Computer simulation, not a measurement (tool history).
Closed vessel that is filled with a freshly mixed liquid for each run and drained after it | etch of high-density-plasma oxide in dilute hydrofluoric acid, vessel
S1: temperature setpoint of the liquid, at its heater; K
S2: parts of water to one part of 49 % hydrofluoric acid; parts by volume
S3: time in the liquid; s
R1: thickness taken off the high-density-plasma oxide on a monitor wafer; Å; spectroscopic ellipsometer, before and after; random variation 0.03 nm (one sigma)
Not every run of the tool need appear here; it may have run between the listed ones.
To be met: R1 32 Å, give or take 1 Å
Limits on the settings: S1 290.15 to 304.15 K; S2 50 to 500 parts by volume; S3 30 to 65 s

run  hour      S1   S2  S3      R1
  1     0  296.15  275  65  12.335
  2     4  298.15  230  65  16.772
  3   9.7  299.65  205  65  20.048
  4    15  296.15  205  65  17.903
  5  20.6  294.65  205  65  16.927
  6  29.3  297.15  185  65  21.149
  7  38.4  299.15  175  65  24.335
  8  43.1  300.65  170  65  26.082
  9  47.3  301.65  165  65  28.451
 10  49.2  302.15  165  65  29.314
 11  51.4  302.65  165  65  29.653
 12  54.1  303.15  165  65  30.285
 13  62.3  303.65  165  65  30.899

Exercise: of the 5 proposed moves below, exactly one satisfies all targets within the stated allowed misses. Which move is it?
  A  70.5  302.65  145  65   ?
  B  70.5  304.15  150  65   ?
  C  70.5  303.65  150  65   ?
  D  70.5  304.15  155  65   ?
  E  70.5  304.15  160  65   ?

move      R1
   A  34.588
   B  35.054
   C  34.434
   D  33.698
   E  32.429
A: the result that was furthest off in the last run now lies on the other side of its target
B: the result that was furthest off in the last run now lies on the other side of its target
C: the result that was furthest off in the last run now lies on the other side of its target
D: the result that was furthest off in the last run now lies on the other side of its target
E: all results land within tolerance of their targets
E is the move that brings every result within its allowed miss.
